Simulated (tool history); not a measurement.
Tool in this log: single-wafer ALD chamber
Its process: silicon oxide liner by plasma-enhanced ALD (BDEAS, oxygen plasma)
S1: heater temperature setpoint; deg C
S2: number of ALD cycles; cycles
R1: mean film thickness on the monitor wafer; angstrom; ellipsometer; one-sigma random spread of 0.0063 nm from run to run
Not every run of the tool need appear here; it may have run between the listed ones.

{"run": 1, "day": 0.0, "S1": 325, "S2": 24, "R1": 20.502}
{"run": 2, "day": 0.267, "S1": 323, "S2": 24, "R1": 20.382}
{"run": 3, "day": 0.479, "S1": 323, "S2": 22, "R1": 18.7}
{"run": 4, "day": 0.638, "S1": 316, "S2": 22, "R1": 18.888}
{"run": 5, "day": 0.979, "S1": 315, "S2": 23, "R1": 19.838}
{"run": 6, "day": 1.312, "S1": 313, "S2": 24, "R1": 20.722}
{"day": 1.354, "done": "thermocouple changed; heater temperature recalibrated"}
{"run": 7, "day": 1.354, "S1": 312, "S2": 24, "R1": 20.703}

What does the tool deliver on the next run?
{"run": 8, "day": 1.471, "S1": 311, "S2": 24, "R1": "?"}

{"run 8": {"R1": 20.477}}
